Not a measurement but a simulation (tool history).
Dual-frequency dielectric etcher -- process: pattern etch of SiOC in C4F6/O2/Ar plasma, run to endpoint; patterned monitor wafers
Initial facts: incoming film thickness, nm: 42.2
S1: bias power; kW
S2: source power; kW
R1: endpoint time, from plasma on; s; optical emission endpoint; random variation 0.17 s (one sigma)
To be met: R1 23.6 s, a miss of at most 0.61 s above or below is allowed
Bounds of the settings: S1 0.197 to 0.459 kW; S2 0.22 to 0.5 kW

{"run": 1, "hour": 0.0, "S1": 0.328, "S2": 0.36, "R1": 20.122}
{"run": 2, "hour": 6.4, "S1": 0.306, "S2": 0.35, "R1": 20.954}
{"run": 3, "hour": 9.4, "S1": 0.306, "S2": 0.4, "R1": 20.484}
{"run": 4, "hour": 11.3, "S1": 0.286, "S2": 0.39, "R1": 20.958}
{"run": 5, "hour": 17.9, "S1": 0.269, "S2": 0.38, "R1": 21.491}
{"run": 6, "hour": 25.6, "S1": 0.269, "S2": 0.44, "R1": 20.667}
{"run": 7, "hour": 26.3, "S1": 0.253, "S2": 0.42, "R1": 21.56}
{"run": 8, "hour": 27.4, "S1": 0.241, "S2": 0.41, "R1": 22.172}
{"run": 9, "hour": 34.3, "S1": 0.233, "S2": 0.41, "R1": 22.443}
{"run": 10, "hour": 37.7, "S1": 0.227, "S2": 0.41, "R1": 22.66}
{"run": 11, "hour": 42.1, "S1": 0.222, "S2": 0.41, "R1": 22.908}

4 candidate next runs follow, results not yet known. Just one meets every target within its allowed miss. Identify it.
{"run": "A", "hour": 46.5, "S1": 0.227, "S2": 0.43, "R1": "?"}
{"run": "B", "hour": 46.5, "S1": 0.248, "S2": 0.4, "R1": "?"}
{"run": "C", "hour": 46.5, "S1": 0.204, "S2": 0.41, "R1": "?"}
{"run": "D", "hour": 46.5, "S1": 0.247, "S2": 0.4, "R1": "?"}

move=A R1=22.297
move=B R1=21.923
move=C R1=23.644
move=D R1=21.961
A: moves away from the targets compared with the last run
B: moves away from the targets compared with the last run
C: all results in spec
D: moves away from the targets compared with the last run
So the answer is move C, the one that meets all the targets.

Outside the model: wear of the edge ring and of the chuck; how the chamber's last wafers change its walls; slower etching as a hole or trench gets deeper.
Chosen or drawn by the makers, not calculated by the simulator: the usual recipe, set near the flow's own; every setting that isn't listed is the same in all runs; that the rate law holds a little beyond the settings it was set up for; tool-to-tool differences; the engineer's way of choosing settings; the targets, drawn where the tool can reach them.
